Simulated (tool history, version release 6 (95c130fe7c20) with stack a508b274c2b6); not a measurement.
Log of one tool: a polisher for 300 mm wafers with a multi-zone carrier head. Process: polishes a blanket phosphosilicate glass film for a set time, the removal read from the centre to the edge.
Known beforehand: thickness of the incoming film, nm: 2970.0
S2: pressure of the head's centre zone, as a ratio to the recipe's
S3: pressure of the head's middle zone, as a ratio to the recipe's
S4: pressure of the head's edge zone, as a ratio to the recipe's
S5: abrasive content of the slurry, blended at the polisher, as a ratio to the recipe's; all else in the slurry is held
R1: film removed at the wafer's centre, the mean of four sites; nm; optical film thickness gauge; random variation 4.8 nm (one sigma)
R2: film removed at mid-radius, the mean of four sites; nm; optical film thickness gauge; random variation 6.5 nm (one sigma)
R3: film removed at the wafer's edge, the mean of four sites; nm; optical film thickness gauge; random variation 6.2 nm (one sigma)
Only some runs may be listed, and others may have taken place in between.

{"run": 1, "hour": 0.0, "flow of slurry (ml/min)": 310, "S2": 1.0, "S3": 1.0, "S4": 1.0, "S5": 1.0, "polishing time (s)": 63, "R1": 455.09, "R2": 462.56, "R3": 461.32}
{"run": 2, "hour": 5.3, "flow of slurry (ml/min)": 310, "S2": 1.02, "S3": 1.01, "S4": 1.03, "S5": 1.05, "polishing time (s)": 63, "R1": 480.14, "R2": 478.36, "R3": 489.93}
{"run": 3, "hour": 13.9, "flow of slurry (ml/min)": 315, "S2": 1.04, "S3": 1.04, "S4": 1.05, "S5": 1.05, "polishing time (s)": 63, "R1": 483.35, "R2": 485.01, "R3": 498.64}
{"run": 4, "hour": 20.6, "flow of slurry (ml/min)": 315, "S2": 1.04, "S3": 1.04, "S4": 1.08, "S5": 1.05, "polishing time (s)": 63, "R1": 490.5, "R2": 498.54, "R3": 496.57}
{"run": 5, "hour": 28.9, "flow of slurry (ml/min)": 315, "S2": 1.12, "S3": 1.04, "S4": 1.08, "S5": 1.05, "polishing time (s)": 63, "R1": 530.03, "R2": 493.3, "R3": 492.12}
{"run": 6, "hour": 31.6, "flow of slurry (ml/min)": 315, "S2": 1.12, "S3": 1.12, "S4": 1.08, "S5": 1.05, "polishing time (s)": 63, "R1": 524.88, "R2": 514.67, "R3": 495.42}

For run 7, what comes out?
{"run": 7, "hour": 35.3, "flow of slurry (ml/min)": 320, "S2": 1.12, "S3": 1.12, "S4": 1.1, "S5": 1.1, "polishing time (s)": 63, "R1": "?", "R2": "?", "R3": "?"}

Run 7 produced R1 549.93 nm, R2 534.92 nm, R3 500.55 nm.

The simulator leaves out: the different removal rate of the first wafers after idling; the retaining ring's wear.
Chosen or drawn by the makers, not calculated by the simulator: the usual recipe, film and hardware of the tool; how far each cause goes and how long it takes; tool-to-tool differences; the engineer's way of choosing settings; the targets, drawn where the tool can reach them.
